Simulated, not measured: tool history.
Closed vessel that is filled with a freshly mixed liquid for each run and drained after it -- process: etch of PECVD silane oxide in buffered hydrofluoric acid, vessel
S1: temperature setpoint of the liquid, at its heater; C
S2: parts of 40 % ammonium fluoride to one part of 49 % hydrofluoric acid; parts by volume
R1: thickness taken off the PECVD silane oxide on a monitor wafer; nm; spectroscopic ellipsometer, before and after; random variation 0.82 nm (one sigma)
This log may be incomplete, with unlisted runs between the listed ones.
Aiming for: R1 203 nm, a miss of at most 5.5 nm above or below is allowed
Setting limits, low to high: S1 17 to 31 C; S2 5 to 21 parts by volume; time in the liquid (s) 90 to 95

Run 1, day 0: S1 23 C, S2 13 parts by volume, time in the liquid (s) 90. Result: R1 94.81 nm.
Run 2, day 0.217: S1 23 C, S2 11 parts by volume, time in the liquid (s) 90. Result: R1 112.19 nm.
Run 3, day 0.571: S1 23 C, S2 13.5 parts by volume, time in the liquid (s) 90. Result: R1 92.03 nm.
Run 4, day 0.917: S1 23 C, S2 11.5 parts by volume, time in the liquid (s) 90. Result: R1 106.87 nm.
Run 5, day 0.983: S1 23 C, S2 11.5 parts by volume, time in the liquid (s) 90. Result: R1 106.65 nm.
Run 6, day 1.229: S1 23 C, S2 14.5 parts by volume, time in the liquid (s) 90. Result: R1 85.114 nm.
Run 7, day 1.467: S1 25.5 C, S2 12.5 parts by volume, time in the liquid (s) 90. Result: R1 112.52 nm.
Run 8, day 1.554: S1 27.5 C, S2 11 parts by volume, time in the liquid (s) 90. Result: R1 143.39 nm.
Run 9, day 1.721: S1 28.5 C, S2 10.5 parts by volume, time in the liquid (s) 90. Result: R1 156.45 nm.
Run 10, day 2: S1 29.5 C, S2 10 parts by volume, time in the liquid (s) 90. Result: R1 174.55 nm.
Run 11, day 2.092: S1 30 C, S2 9.5 parts by volume, time in the liquid (s) 90. Result: R1 184.27 nm.
Run 12, day 2.117: S1 30 C, S2 9.5 parts by volume, time in the liquid (s) 90. Result: R1 184.04 nm.
Run 13, day 2.212: S1 30.5 C, S2 9.5 parts by volume, time in the liquid (s) 90. Result: R1 190.16 nm.

4 next moves are on the table. One of them brings every result within its allowed miss. Which?
Run A, day 2.308: S1 30 C, S2 9 parts by volume, time in the liquid (s) 95. Result: R1 ?.
Run B, day 2.308: S1 28 C, S2 9.5 parts by volume, time in the liquid (s) 95. Result: R1 ?.
Run C, day 2.308: S1 29.5 C, S2 8 parts by volume, time in the liquid (s) 95. Result: R1 ?.
Run D, day 2.308: S1 31 C, S2 10.5 parts by volume, time in the liquid (s) 90. Result: R1 ?.

move      R1
   A  202.18
   B  175.87
   C  223.75
   D  180.16
A: in spec on every target
B: the biggest miss grows against the last run
C: takes the biggest miss from the last run beyond its target
D: the biggest miss grows against the last run
Answer: A

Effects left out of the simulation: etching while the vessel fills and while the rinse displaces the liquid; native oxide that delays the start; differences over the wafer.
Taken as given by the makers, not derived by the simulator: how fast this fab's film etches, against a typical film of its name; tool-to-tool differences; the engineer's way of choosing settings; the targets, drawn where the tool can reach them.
